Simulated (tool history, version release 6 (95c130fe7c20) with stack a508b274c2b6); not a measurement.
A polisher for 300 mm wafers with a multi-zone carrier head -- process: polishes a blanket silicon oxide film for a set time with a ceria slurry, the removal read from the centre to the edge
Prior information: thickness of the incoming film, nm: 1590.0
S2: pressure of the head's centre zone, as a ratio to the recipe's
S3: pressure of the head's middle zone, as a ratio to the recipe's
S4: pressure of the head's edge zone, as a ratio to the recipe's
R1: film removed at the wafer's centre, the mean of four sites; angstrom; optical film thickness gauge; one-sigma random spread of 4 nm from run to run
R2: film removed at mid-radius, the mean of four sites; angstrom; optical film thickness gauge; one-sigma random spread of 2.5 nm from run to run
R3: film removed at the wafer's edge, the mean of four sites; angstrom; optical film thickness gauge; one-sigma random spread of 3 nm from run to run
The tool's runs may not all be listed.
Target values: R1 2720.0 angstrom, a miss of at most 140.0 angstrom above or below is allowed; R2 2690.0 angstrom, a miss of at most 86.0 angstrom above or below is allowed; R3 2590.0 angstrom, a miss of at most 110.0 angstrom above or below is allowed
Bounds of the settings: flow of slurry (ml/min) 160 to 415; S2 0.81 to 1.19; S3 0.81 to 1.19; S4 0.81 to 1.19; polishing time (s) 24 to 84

run 1 day=0.000 | flow_of_slurry_(ml/min)=265 S2=1.00 S3=1.00 S4=1.00 polishing_time_(s)=54 | R1=2057.2 R2=2065.6 R3=2145.0
run 2 day=0.175 | flow_of_slurry_(ml/min)=265 S2=1.00 S3=1.00 S4=1.00 polishing_time_(s)=63 | R1=2475.4 R2=2376.8 R3=2422.4
run 3 day=0.342 | flow_of_slurry_(ml/min)=265 S2=1.00 S3=1.00 S4=1.04 polishing_time_(s)=63 | R1=2446.6 R2=2426.7 R3=2493.5
run 4 day=0.429 | flow_of_slurry_(ml/min)=270 S2=1.01 S3=1.02 S4=1.04 polishing_time_(s)=63 | R1=2475.8 R2=2498.0 R3=2500.9
run 5 day=0.633 | flow_of_slurry_(ml/min)=270 S2=1.01 S3=1.02 S4=1.04 polishing_time_(s)=74 | R1=2951.8 R2=2937.2 R3=2929.0
run 6 day=0.992 | flow_of_slurry_(ml/min)=265 S2=1.00 S3=1.02 S4=1.01 polishing_time_(s)=73 | R1=2803.7 R2=2844.2 R3=2795.2
run 7 day=1.188 | flow_of_slurry_(ml/min)=265 S2=1.00 S3=1.02 S4=1.01 polishing_time_(s)=73 | R1=2795.1 R2=2888.3 R3=2881.5
run 8 day=1.371 | flow_of_slurry_(ml/min)=265 S2=1.01 S3=1.02 S4=0.99 polishing_time_(s)=72 | R1=2800.7 R2=2840.1 R3=2791.5
run 9 day=1.562 | flow_of_slurry_(ml/min)=265 S2=1.02 S3=1.02 S4=0.97 polishing_time_(s)=71 | R1=2798.2 R2=2832.7 R3=2769.8

Below are 4 possible settings for the next run. Only one of them brings all results inside the allowed miss of their targets. Which is it?
run A day=1.754 | flow_of_slurry_(ml/min)=215 S2=1.05 S3=1.05 S4=0.97 polishing_time_(s)=68 | R1=? R2=? R3=?
run B day=1.754 | flow_of_slurry_(ml/min)=275 S2=1.11 S3=1.04 S4=0.99 polishing_time_(s)=77 | R1=? R2=? R3=?
run C day=1.754 | flow_of_slurry_(ml/min)=265 S2=1.03 S3=1.07 S4=0.91 polishing_time_(s)=71 | R1=? R2=? R3=?
run D day=1.754 | flow_of_slurry_(ml/min)=295 S2=1.14 S3=1.18 S4=0.93 polishing_time_(s)=64 | R1=? R2=? R3=?

move=A R1=2729.7 R2=2668.9 R3=2542.2
move=B R1=3364.1 R2=3075.1 R3=2964.3
move=C R1=2866.1 R2=2896.1 R3=2618.9
move=D R1=2895.9 R2=2866.5 R3=2399.4
A: all results in spec
B: moves away from the targets compared with the last run
C: moves away from the targets compared with the last run
D: moves away from the targets compared with the last run
The move that meets every target is A.
